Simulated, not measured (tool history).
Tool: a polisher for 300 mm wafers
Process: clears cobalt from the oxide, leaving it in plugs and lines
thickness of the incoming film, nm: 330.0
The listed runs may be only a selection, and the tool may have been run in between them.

run	hour	flow of slurry (ml/min)	pressure of the wafer on the pad (psi)	speed of the pad under the wafer (cm/s)	overpolish time after the end point (s)	time until the end point was called (s)	dishing of a wide line in a test structure (nm)
1	0	135	2.1	88	10	66.654	28.384
2	3.4	135	1.9	88	10	74.174	27.17
3	7.3	135	1.8	88	10	75.789	26.722
4	12.9	135	1.7	88	10	79.456	25.743
5	18.3	135	1.7	88	6	79.794	18.43
6	26.5	135	1.5	88	6	89.519	16.518
7	35.1	130	1.5	86	7	89.213	19.082
8	38.8	130	1.5	86	7	89.246	18.511

Run 9 has not been measured yet. What should we expect?
9	42.7	130	1.4	86	8	?	?

{"run 9": {"time until the end point was called (s)": 96.062, "dishing of a wide line in a test structure (nm)": 19.472}}
